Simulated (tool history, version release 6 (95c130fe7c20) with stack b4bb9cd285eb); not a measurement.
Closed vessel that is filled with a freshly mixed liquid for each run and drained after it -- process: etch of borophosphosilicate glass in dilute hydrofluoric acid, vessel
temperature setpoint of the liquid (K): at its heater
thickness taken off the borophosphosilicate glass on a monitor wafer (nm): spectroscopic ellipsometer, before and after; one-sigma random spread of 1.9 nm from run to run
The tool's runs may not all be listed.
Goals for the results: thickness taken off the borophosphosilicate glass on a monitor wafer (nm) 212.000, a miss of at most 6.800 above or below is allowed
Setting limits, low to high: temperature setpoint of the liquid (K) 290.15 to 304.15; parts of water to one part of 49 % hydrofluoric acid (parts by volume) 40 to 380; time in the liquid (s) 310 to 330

run	hour	temperature setpoint of the liquid (K)	parts of water to one part of 49 % hydrofluoric acid (parts by volume)	time in the liquid (s)	thickness taken off the borophosphosilicate glass on a monitor wafer (nm)
1	0.0	296.15	210	310	87.436
2	4.4	296.15	210	310	89.392
3	6.1	299.15	210	310	98.595
4	7.5	299.15	210	330	104.560
5	10.4	300.65	175	330	139.750
6	13.7	301.65	160	330	159.080
7	19.6	302.15	150	330	174.340
8	21.8	302.15	150	330	178.400
9	24.5	302.65	145	330	185.950

4 candidate next runs follow, results not yet known. Just one meets every target within its allowed miss. Identify it.
A	27.2	301.65	135	320	?
B	27.2	301.65	155	310	?
C	27.2	304.15	180	325	?
D	27.2	303.65	130	315	?

move	thickness taken off the borophosphosilicate glass on a monitor wafer (nm)
A	190.510
B	156.690
C	149.760
D	210.950
A: nearer the targets than the last run, but a result is still out of spec
B: the biggest miss grows against the last run
C: the biggest miss grows against the last run
D: every result lands within tolerance
Go with D: it meets all targets.

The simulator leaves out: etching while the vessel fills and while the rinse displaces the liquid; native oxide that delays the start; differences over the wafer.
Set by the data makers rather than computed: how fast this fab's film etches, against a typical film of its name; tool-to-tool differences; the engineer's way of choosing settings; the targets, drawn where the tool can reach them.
